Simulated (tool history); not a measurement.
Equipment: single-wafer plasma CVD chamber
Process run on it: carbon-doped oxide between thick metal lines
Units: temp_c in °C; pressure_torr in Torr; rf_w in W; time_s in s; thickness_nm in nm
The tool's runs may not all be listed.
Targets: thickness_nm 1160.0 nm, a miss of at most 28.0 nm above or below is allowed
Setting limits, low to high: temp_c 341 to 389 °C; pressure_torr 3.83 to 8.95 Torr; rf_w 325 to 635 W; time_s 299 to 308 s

Run 1, hour 0.0: temp_c 365 °C, pressure_torr 6.39 Torr, rf_w 480 W, time_s 299 s. Result: thickness_nm 1395.7 nm.
Run 2, hour 3.6: temp_c 367 °C, pressure_torr 6.21 Torr, rf_w 450 W, time_s 299 s. Result: thickness_nm 1317.8 nm.
Run 3, hour 6.2: temp_c 369 °C, pressure_torr 5.98 Torr, rf_w 435 W, time_s 299 s. Result: thickness_nm 1265.6 nm.
Run 4, hour 8.0: temp_c 369 °C, pressure_torr 6.99 Torr, rf_w 435 W, time_s 299 s. Result: thickness_nm 1290.5 nm.
Run 5, hour 9.2: temp_c 371 °C, pressure_torr 6.84 Torr, rf_w 425 W, time_s 299 s. Result: thickness_nm 1265.7 nm.
Run 6, hour 17.0: temp_c 379 °C, pressure_torr 6.84 Torr, rf_w 425 W, time_s 299 s. Result: thickness_nm 1239.8 nm.
Run 7, hour 19.8: temp_c 380 °C, pressure_torr 6.75 Torr, rf_w 415 W, time_s 299 s. Result: thickness_nm 1210.6 nm.
Run 8, hour 22.2: temp_c 381 °C, pressure_torr 6.67 Torr, rf_w 410 W, time_s 299 s. Result: thickness_nm 1190.0 nm.
Run 9, hour 28.5: temp_c 381 °C, pressure_torr 6.67 Torr, rf_w 410 W, time_s 299 s. Result: thickness_nm 1195.6 nm.
Run 10, hour 35.3: temp_c 381 °C, pressure_torr 6.67 Torr, rf_w 410 W, time_s 299 s. Result: thickness_nm 1196.0 nm.

Consider the 5 candidate settings below. Which is the only one whose results all fall within their allowed miss of target?
Run A, hour 42.1: temp_c 383 °C, pressure_torr 6.29 Torr, rf_w 425 W, time_s 308 s. Result: thickness_nm ?.
Run B, hour 42.1: temp_c 378 °C, pressure_torr 7.04 Torr, rf_w 380 W, time_s 308 s. Result: thickness_nm ?.
Run C, hour 42.1: temp_c 378 °C, pressure_torr 6.59 Torr, rf_w 415 W, time_s 301 s. Result: thickness_nm ?.
Run D, hour 42.1: temp_c 379 °C, pressure_torr 5.97 Torr, rf_w 415 W, time_s 305 s. Result: thickness_nm ?.
Run E, hour 42.1: temp_c 382 °C, pressure_torr 5.85 Torr, rf_w 435 W, time_s 299 s. Result: thickness_nm ?.

move  thickness_nm
   A        1254.0
   B        1163.3
   C        1220.1
   D        1215.6
   E        1229.3
A: its largest miss is bigger than the last run's
B: all results in spec
C: its largest miss is bigger than the last run's
D: its largest miss is bigger than the last run's
E: its largest miss is bigger than the last run's
Move B is the one to make.
